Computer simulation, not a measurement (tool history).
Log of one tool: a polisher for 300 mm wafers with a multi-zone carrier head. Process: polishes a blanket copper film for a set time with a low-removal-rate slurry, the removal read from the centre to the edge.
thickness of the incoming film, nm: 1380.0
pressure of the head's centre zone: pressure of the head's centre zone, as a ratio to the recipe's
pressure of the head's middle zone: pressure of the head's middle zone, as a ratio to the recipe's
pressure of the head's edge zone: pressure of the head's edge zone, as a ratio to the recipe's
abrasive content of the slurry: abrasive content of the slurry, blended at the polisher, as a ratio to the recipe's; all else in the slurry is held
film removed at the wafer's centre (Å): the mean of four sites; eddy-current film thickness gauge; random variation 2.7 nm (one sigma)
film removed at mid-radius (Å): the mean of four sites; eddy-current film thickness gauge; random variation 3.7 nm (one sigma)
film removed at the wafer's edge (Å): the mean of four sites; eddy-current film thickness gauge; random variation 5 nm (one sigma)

run	day	flow of slurry (ml/min)	pressure of the head's centre zone	pressure of the head's middle zone	pressure of the head's edge zone	abrasive content of the slurry	polishing time (s)	film removed at the wafer's centre (Å)	film removed at mid-radius (Å)	film removed at the wafer's edge (Å)
1	0	275	1	1	1	1	80	3863.3	3963.8	3820.2
2	0.246	275	1	1	1	1	99	4779.6	4931.6	4820.7
3	0.375	270	0.95	0.99	0.96	0.85	96	4231.8	4496.5	4245.3
4	0.521	255	0.9	0.98	0.96	0.75	95	3759	4216.7	4150.5
5	0.708	250	0.87	0.97	0.92	0.7	95	3603.9	4030.5	3914.7
6	0.9	250	0.9	0.97	0.92	0.7	95	3652	4036.5	3914.1
7	1.258	225	0.81	0.97	0.85	0.5	94	2763.5	3423.5	3210.6
8	1.346	265	0.82	0.97	0.87	0.5	94	2913.4	3479.1	3246.8

Run 9 comes next. What will it give?
9	1.446	265	0.82	0.97	0.87	0.5	94	?	?	?

Run 9 gave film removed at the wafer's centre (Å) 2922.6, film removed at mid-radius (Å) 3466.9, film removed at the wafer's edge (Å) 3241.2.
